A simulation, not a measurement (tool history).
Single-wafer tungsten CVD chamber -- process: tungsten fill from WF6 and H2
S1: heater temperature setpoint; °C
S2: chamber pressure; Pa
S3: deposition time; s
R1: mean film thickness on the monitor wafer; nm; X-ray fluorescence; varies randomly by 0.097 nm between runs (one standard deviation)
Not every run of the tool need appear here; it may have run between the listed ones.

{"run": 1, "day": 0.0, "S1": 380, "S2": 6386, "S3": 20.3, "R1": 50.02}
{"run": 2, "day": 0.346, "S1": 374, "S2": 6373, "S3": 20.3, "R1": 45.007}
{"run": 3, "day": 0.458, "S1": 369, "S2": 6306, "S3": 20.3, "R1": 40.701}
{"run": 4, "day": 0.496, "S1": 369, "S2": 6306, "S3": 20.3, "R1": 40.533}
{"run": 5, "day": 0.646, "S1": 366, "S2": 6293, "S3": 20.3, "R1": 38.496}
{"run": 6, "day": 1.008, "S1": 363, "S2": 6279, "S3": 20.3, "R1": 36.459}
{"run": 7, "day": 1.233, "S1": 361, "S2": 6266, "S3": 20.3, "R1": 34.889}
{"run": 8, "day": 1.592, "S1": 360, "S2": 6266, "S3": 20.3, "R1": 34.148}
{"run": 9, "day": 1.946, "S1": 359, "S2": 6266, "S3": 20.3, "R1": 33.784}

For run 10, what comes out?
{"run": 10, "day": 2.246, "S1": 358, "S2": 6266, "S3": 20.3, "R1": "?"}

Logged for run 10: R1 33.000 nm.
